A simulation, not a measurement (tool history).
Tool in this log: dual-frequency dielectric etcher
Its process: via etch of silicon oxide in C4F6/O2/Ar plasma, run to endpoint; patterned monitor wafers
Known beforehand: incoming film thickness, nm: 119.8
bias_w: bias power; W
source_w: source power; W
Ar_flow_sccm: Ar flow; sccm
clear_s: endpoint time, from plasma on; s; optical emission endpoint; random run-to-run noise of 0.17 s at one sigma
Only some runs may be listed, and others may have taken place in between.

run 1 hour=0 | bias_w=469 source_w=320 Ar_flow_sccm=371 | clear_s=33.105
run 2 hour=3.3 | bias_w=469 source_w=320 Ar_flow_sccm=401 | clear_s=33.44
run 3 hour=4.5 | bias_w=508 source_w=320 Ar_flow_sccm=401 | clear_s=32.715
run 4 hour=11.9 | bias_w=473 source_w=310 Ar_flow_sccm=405 | clear_s=33.589
run 5 hour=13.4 | bias_w=443 source_w=300 Ar_flow_sccm=409 | clear_s=34.348
run 6 hour=21.5 | bias_w=443 source_w=300 Ar_flow_sccm=441 | clear_s=34.471
run 7 hour=28.9 | bias_w=419 source_w=290 Ar_flow_sccm=442 | clear_s=35.497
run 8 hour=37.8 | bias_w=419 source_w=290 Ar_flow_sccm=442 | clear_s=35.45

Estimate the outcome of run 9 from the log above:
run 9 hour=40.6 | bias_w=403 source_w=280 Ar_flow_sccm=443 | clear_s=?

clear_s: 35.909 s

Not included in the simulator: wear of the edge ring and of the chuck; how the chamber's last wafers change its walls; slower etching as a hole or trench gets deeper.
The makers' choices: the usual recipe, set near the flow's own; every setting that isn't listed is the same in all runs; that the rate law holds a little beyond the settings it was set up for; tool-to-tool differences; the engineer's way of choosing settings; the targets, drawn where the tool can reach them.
